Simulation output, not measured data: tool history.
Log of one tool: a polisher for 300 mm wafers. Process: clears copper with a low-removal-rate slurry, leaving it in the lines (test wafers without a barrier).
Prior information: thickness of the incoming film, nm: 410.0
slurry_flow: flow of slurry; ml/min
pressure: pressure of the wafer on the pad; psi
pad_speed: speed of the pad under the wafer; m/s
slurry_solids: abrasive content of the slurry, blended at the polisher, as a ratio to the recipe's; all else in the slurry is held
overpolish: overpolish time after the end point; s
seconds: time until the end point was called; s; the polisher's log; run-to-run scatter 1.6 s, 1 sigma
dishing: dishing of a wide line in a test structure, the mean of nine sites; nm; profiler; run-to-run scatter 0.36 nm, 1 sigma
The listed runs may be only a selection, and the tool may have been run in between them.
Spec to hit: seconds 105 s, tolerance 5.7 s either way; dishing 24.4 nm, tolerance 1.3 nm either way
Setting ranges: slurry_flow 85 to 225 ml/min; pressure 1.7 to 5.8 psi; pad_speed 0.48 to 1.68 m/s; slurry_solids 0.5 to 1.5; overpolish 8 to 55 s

{"run": 1, "hour": 0.0, "slurry_flow": 145, "pressure": 3.7, "pad_speed": 1.08, "slurry_solids": 1, "overpolish": 28, "seconds": 112.46, "dishing": 69.542}
{"run": 2, "hour": 3.7, "slurry_flow": 145, "pressure": 3.7, "pad_speed": 1.08, "slurry_solids": 0.9, "overpolish": 28, "seconds": 116.59, "dishing": 69.371}
{"run": 3, "hour": 10.0, "slurry_flow": 145, "pressure": 3.7, "pad_speed": 1.08, "slurry_solids": 0.75, "overpolish": 28, "seconds": 116.88, "dishing": 66.887}
{"run": 4, "hour": 17.8, "slurry_flow": 150, "pressure": 3.1, "pad_speed": 1.22, "slurry_solids": 0.7, "overpolish": 22, "seconds": 118.74, "dishing": 51.859}
{"run": 5, "hour": 23.4, "slurry_flow": 175, "pressure": 3.1, "pad_speed": 1.22, "slurry_solids": 0.7, "overpolish": 22, "seconds": 117.44, "dishing": 53.42}
{"run": 6, "hour": 29.6, "slurry_flow": 175, "pressure": 3.1, "pad_speed": 1.02, "slurry_solids": 0.7, "overpolish": 22, "seconds": 141.46, "dishing": 46.072}
{"run": 7, "hour": 37.4, "slurry_flow": 150, "pressure": 2.7, "pad_speed": 1.2, "slurry_solids": 0.65, "overpolish": 18, "seconds": 138.17, "dishing": 38.953}
{"run": 8, "hour": 43.9, "slurry_flow": 130, "pressure": 2.5, "pad_speed": 1.34, "slurry_solids": 0.6, "overpolish": 15, "seconds": 138.69, "dishing": 33.013}
{"run": 9, "hour": 46.8, "slurry_flow": 115, "pressure": 2.5, "pad_speed": 1.44, "slurry_solids": 0.55, "overpolish": 13, "seconds": 131.9, "dishing": 30.609}
{"run": 10, "hour": 55.2, "slurry_flow": 105, "pressure": 2.5, "pad_speed": 1.5, "slurry_solids": 0.55, "overpolish": 12, "seconds": 131.46, "dishing": 28.637}
{"run": 11, "hour": 60.7, "slurry_flow": 100, "pressure": 2.6, "pad_speed": 1.56, "slurry_solids": 0.55, "overpolish": 11, "seconds": 125.81, "dishing": 26.914}
{"run": 12, "hour": 66.5, "slurry_flow": 95, "pressure": 2.7, "pad_speed": 1.6, "slurry_solids": 0.55, "overpolish": 10, "seconds": 118.47, "dishing": 25.831}

Exactly one of the 4 candidate moves below puts every result within its allowed miss. Which one?
{"run": "A", "hour": 72.3, "slurry_flow": 125, "pressure": 2.5, "pad_speed": 1.66, "slurry_solids": 0.5, "overpolish": 8, "seconds": "?", "dishing": "?"}
{"run": "B", "hour": 72.3, "slurry_flow": 140, "pressure": 1.8, "pad_speed": 1.36, "slurry_solids": 0.8, "overpolish": 15, "seconds": "?", "dishing": "?"}
{"run": "C", "hour": 72.3, "slurry_flow": 90, "pressure": 2.5, "pad_speed": 1.68, "slurry_solids": 0.55, "overpolish": 8, "seconds": "?", "dishing": "?"}
{"run": "D", "hour": 72.3, "slurry_flow": 110, "pressure": 2.9, "pad_speed": 1.68, "slurry_solids": 0.55, "overpolish": 8, "seconds": "?", "dishing": "?"}

move=A seconds=112.76 dishing=22.011
move=B seconds=149.59 dishing=30.039
move=C seconds=119.57 dishing=20.831
move=D seconds=101.27 dishing=24.411
A: nearer than the last run, and not there yet
B: its largest miss is bigger than the last run's
C: its largest miss is bigger than the last run's
D: each result inside its tolerance
Correct choice: D, which meets every target

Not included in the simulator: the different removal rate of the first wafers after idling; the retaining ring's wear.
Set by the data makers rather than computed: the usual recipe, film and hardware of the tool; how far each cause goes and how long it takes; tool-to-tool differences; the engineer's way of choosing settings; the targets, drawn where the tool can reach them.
